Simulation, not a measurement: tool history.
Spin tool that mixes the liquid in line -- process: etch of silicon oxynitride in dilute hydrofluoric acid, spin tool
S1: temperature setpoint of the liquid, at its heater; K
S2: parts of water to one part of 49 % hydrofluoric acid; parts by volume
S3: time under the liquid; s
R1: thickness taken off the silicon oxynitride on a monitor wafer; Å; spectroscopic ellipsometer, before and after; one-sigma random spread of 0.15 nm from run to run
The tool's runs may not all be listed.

run  hour      S1  S2   S3      R1
  1     0  296.15  55  250  138.79
  2     9  296.15  70  250  106.09
  3    14  296.15  55  250   139.4
  4  15.9  297.15  55  250  148.31
  5  19.3  297.65  55  250  147.95
  6  26.4  297.65  40  250  206.81

The next listed run, before its measurement:
  7  31.9  297.15  40  250   ?

{"run 7": {"R1": 203.53}}
